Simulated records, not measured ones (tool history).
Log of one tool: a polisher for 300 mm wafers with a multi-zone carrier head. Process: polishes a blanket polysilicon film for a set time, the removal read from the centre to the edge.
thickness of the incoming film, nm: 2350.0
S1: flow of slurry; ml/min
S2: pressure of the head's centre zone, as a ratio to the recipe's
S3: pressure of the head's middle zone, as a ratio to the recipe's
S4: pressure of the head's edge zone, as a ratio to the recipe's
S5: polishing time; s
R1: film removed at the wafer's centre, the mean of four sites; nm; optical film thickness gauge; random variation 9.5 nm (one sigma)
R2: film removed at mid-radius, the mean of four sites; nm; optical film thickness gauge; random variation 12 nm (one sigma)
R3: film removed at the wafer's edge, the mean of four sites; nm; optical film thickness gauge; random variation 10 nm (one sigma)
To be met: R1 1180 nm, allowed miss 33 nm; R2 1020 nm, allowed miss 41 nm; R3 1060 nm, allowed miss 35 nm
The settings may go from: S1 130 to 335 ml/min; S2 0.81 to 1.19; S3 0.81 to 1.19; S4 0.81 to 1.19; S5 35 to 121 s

run,hour,S1,S2,S3,S4,S5,R1,R2,R3
1,0,215,1,1,1,78,723.27,712.53,716.93
2,4.5,215,1,1,1,71,661.11,668.49,648.19
3,7.6,220,1.02,1.01,1.02,76,707.35,723.18,704.72
4,12.5,220,0.97,1.01,1.02,76,679.9,707.84,706.8
5,14.6,220,0.97,1.01,1.09,76,686.7,715.46,723.88
6,16.7,220,0.97,1.01,1.09,65,579.16,625.96,618.79
7,25.7,270,1.07,1.06,1.18,87,862.15,868.77,894.93
8,27.5,275,1.09,1.06,1.17,89,920.49,882.07,900.73
9,32.7,275,1.1,1.06,1.17,91,942.79,930.53,919.85
10,33.3,280,1.11,1.05,1.17,93,990.69,952.22,952.3

Which of these 4 next moves meets every target?
A,33.9,285,1.13,0.95,1.17,111,?,?,?
B,33.9,335,1.15,0.95,1.19,100,?,?,?
C,33.9,310,1.18,0.99,1.11,106,?,?,?
D,33.9,320,1.08,1.19,1.01,86,?,?,?

move,R1,R2,R3
A,1171,1024.1,1129.7
B,1089.5,937.06,1039.2
C,1171.7,1020.9,1056.2
D,885.61,972.86,817.4
A: brings the result that was furthest off to its target, and leaves another outside
B: nearer than the last run, and not there yet
C: meets every target
D: further off than the last run
The right move is C.

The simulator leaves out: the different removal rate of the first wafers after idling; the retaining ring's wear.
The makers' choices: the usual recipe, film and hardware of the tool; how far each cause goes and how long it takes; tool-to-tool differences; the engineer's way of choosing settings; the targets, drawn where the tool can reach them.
